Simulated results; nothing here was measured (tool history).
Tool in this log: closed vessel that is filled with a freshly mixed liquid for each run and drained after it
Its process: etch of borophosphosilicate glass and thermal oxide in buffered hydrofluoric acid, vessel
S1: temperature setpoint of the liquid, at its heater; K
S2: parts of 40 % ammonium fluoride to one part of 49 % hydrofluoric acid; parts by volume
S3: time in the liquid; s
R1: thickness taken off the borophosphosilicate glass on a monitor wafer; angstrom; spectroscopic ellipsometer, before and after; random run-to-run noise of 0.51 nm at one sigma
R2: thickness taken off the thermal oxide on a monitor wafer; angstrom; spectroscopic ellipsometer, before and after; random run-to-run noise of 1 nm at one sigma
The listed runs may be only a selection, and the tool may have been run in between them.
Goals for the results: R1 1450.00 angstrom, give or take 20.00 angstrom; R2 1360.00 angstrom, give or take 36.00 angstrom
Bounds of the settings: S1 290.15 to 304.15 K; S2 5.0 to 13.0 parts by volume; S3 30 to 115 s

run	hour	S1	S2	S3	R1	R2
1	0.0	296.15	8.0	60	932.88	887.09
2	1.4	297.65	8.0	60	1027.90	953.69
3	3.8	297.65	6.0	60	1335.90	1246.80
4	7.5	298.65	6.0	60	1408.10	1307.10
5	13.5	298.65	6.0	70	1633.40	1507.70
6	22.3	298.65	6.0	55	1287.40	1187.20
7	27.8	299.15	6.0	55	1319.20	1225.90
8	31.8	299.65	6.0	55	1355.60	1268.90

5 candidate next runs follow, results not yet known. Just one meets every target within its allowed miss. Identify it.
A	35.8	298.15	6.0	55	?	?
B	35.8	304.15	6.5	50	?	?
C	35.8	291.65	5.0	80	?	?
D	35.8	301.15	7.5	60	?	?
E	35.8	292.15	5.5	70	?	?

move	R1	R2
A	1251.70	1169.10
B	1452.50	1364.50
C	1511.40	1394.10
D	1313.30	1234.30
E	1242.00	1150.60
A: moves away from the targets compared with the last run
B: every result lands within tolerance
C: takes the biggest miss from the last run beyond its target
D: moves away from the targets compared with the last run
E: moves away from the targets compared with the last run
B is the move that brings every result within its allowed miss.

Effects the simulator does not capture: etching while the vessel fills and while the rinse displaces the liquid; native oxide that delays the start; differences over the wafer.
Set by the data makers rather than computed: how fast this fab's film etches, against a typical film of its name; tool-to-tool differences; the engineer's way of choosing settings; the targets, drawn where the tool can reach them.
